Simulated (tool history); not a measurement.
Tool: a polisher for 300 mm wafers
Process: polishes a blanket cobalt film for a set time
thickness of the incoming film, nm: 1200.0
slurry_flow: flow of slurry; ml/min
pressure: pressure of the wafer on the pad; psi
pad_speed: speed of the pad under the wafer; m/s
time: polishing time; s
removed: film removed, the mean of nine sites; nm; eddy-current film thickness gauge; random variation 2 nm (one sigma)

run	hour	slurry_flow	pressure	pad_speed	time	removed
1	0.0	210	1.5	1.12	50	213.57
2	3.1	210	1.5	1.30	50	249.54
3	4.2	210	1.4	1.30	50	234.94
4	8.0	210	1.3	1.30	50	213.48
5	15.1	260	1.3	1.30	50	226.23
6	22.2	255	1.2	1.30	50	211.22
7	28.2	250	1.2	1.30	50	208.91
8	28.8	245	1.2	1.30	50	206.88
# hour 30.0: head pressure recalibrated
9	30.0	240	1.2	1.30	50	191.79

Forecast run 10:
10	31.7	235	1.2	1.30	50	?

removed: 193.34 nm
